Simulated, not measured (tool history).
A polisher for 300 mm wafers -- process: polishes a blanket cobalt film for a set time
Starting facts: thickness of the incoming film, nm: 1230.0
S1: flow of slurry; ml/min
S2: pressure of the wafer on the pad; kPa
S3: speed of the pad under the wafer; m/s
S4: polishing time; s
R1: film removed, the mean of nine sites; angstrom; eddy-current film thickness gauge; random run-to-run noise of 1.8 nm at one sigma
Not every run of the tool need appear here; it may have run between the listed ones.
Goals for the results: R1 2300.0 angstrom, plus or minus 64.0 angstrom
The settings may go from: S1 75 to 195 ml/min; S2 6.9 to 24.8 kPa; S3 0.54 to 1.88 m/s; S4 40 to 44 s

run,hour,S1,S2,S3,S4,R1
1,0.0,125,15.9,1.20,44,2784.9
2,0.8,125,15.9,1.48,44,3425.1
3,6.0,125,18.6,1.48,44,4001.7
4,14.0,115,15.9,1.48,44,3381.0
5,19.5,115,15.9,1.28,44,2948.9
6,26.6,115,15.9,1.28,40,2645.4
7,31.3,105,15.2,1.28,40,2508.1
8,35.6,100,15.2,1.28,40,2444.4

Which single option among these 5 for the next run brings every result within its allowed miss of target? Just one does.
A,39.9,100,15.2,1.26,41,?
B,39.9,95,13.8,1.32,41,?
C,39.9,95,12.4,1.32,41,?
D,39.9,105,12.4,1.28,42,?
E,39.9,95,13.1,1.26,41,?

move,R1
A,2480.5
B,2330.9
C,2105.8
D,2155.2
E,2120.3
A: misses by more than the last run did
B: hits every target within its allowed miss
C: takes the biggest miss from the last run beyond its target
D: takes the biggest miss from the last run beyond its target
E: takes the biggest miss from the last run beyond its target
The right move is B.
